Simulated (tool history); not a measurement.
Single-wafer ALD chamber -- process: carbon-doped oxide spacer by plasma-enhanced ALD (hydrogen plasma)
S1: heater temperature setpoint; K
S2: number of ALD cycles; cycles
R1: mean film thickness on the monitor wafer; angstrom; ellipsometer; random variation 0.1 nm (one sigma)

run	hour	S1	S2	R1
1	0	688.15	502	232.46
2	7.8	690.15	487	224.39
3	16.2	692.15	475	216.37
4	20.2	694.15	469	212.73
5	28.2	694.15	530	239.42
6	30.6	694.15	496	224.47
7	34.4	694.15	496	223.88
8	36.4	696.15	487	220.96
9	39.1	696.15	487	217.29
10	47.5	696.15	487	219.71
11	54.7	697.15	477	214.59
12	61.4	698.15	470	209.8
13	65.5	698.15	470	210.07
14	72.6	699.15	466	208.07
15	79.5	700.15	462	204.24

What will run 16 give?
16	85.9	701.15	460	?

Run 16 yielded R1 203.45 angstrom.
